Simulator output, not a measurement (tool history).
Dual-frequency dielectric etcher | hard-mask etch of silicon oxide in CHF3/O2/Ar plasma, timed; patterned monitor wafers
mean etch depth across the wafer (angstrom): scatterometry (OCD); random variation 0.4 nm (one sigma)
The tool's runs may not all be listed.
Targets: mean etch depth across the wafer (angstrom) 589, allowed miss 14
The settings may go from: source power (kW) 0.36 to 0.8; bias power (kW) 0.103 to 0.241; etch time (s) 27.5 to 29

| run | hour | source power (kW) | bias power (kW) | etch time (s) | mean etch depth across the wafer (angstrom) |
|---|---|---|---|---|---|
| 1 | 0 | 0.58 | 0.172 | 27.5 | 498.6 |
| 2 | 3.7 | 0.58 | 0.148 | 27.5 | 477.78 |
| 3 | 10.1 | 0.6 | 0.152 | 27.5 | 495.31 |
| 4 | 16.2 | 0.62 | 0.153 | 27.5 | 497.8 |
| 5 | 25.1 | 0.63 | 0.156 | 27.5 | 510.17 |
| 6 | 25.6 | 0.64 | 0.157 | 27.5 | 513.02 |
| 7 | 30.4 | 0.65 | 0.158 | 27.5 | 514.25 |
| 8 | 31.5 | 0.66 | 0.16 | 27.5 | 517.78 |

Which of these 5 next moves meets every target?
| A | 32.6 | 0.67 | 0.184 | 28 | ? |
| B | 32.6 | 0.73 | 0.171 | 27.5 | ? |
| C | 32.6 | 0.77 | 0.145 | 28.5 | ? |
| D | 32.6 | 0.66 | 0.145 | 27.5 | ? |
| E | 32.6 | 0.68 | 0.191 | 29 | ? |

| move | mean etch depth across the wafer (angstrom) |
|---|---|
| A | 562.34 |
| B | 558.59 |
| C | 563.1 |
| D | 510.89 |
| E | 592.72 |
A: nearer than the last run, and not there yet
B: nearer than the last run, and not there yet
C: nearer than the last run, and not there yet
D: further off than the last run
E: meets every target
Move E is the one to make.
